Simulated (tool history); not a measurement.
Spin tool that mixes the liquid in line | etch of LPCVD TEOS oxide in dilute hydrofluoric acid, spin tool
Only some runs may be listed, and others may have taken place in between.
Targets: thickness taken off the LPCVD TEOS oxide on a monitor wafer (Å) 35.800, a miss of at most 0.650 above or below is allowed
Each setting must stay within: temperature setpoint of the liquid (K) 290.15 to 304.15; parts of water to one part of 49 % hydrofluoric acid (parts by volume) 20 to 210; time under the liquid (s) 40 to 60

run  hour  temperature setpoint of the liquid (K)  parts of water to one part of 49 % hydrofluoric acid (parts by volume)  time under the liquid (s)  thickness taken off the LPCVD TEOS oxide on a monitor wafer (Å)
  1   0.0                                  296.15                                                                     115                         60                                                           83.213
  2   8.8                                  296.15                                                                     115                         40                                                           55.935
  3  12.0                                  296.15                                                                     115                         60                                                           83.585
  4  20.9                                  294.65                                                                     130                         60                                                           68.605
  5  28.8                                  294.65                                                                     130                         60                                                           68.433
  6  36.1                                  293.65                                                                     150                         60                                                           56.182
  7  43.1                                  292.65                                                                     165                         60                                                           48.013
  8  48.3                                  292.15                                                                     175                         60                                                           44.032
  9  56.4                                  292.15                                                                     175                         60                                                           44.080
 10  61.2                                  291.65                                                                     180                         60                                                           41.645
 11  61.9                                  291.15                                                                     185                         60                                                           39.482
 12  68.5                                  291.15                                                                     190                         60                                                           38.126

Exercise: of the 5 proposed moves below, exactly one satisfies all targets within the stated allowed misses. Which move is it?
  A  75.1                                  290.65                                                                     190                         60                                                                ?
  B  75.1                                  291.15                                                                     195                         60                                                                ?
  C  75.1                                  290.15                                                                     200                         60                                                                ?
  D  75.1                                  290.15                                                                     195                         60                                                                ?
  E  75.1                                  293.65                                                                     210                         60                                                                ?

move  thickness taken off the LPCVD TEOS oxide on a monitor wafer (Å)
   A                                                           37.645
   B                                                           37.240
   C                                                           34.733
   D                                                           35.788
   E                                                           37.563
A: closes in on the targets versus the last run, not all within tolerance yet
B: closes in on the targets versus the last run, not all within tolerance yet
C: takes the result that was furthest off past its target
D: every result lands within tolerance
E: closes in on the targets versus the last run, not all within tolerance yet
So the answer is move D, the one that meets all the targets.
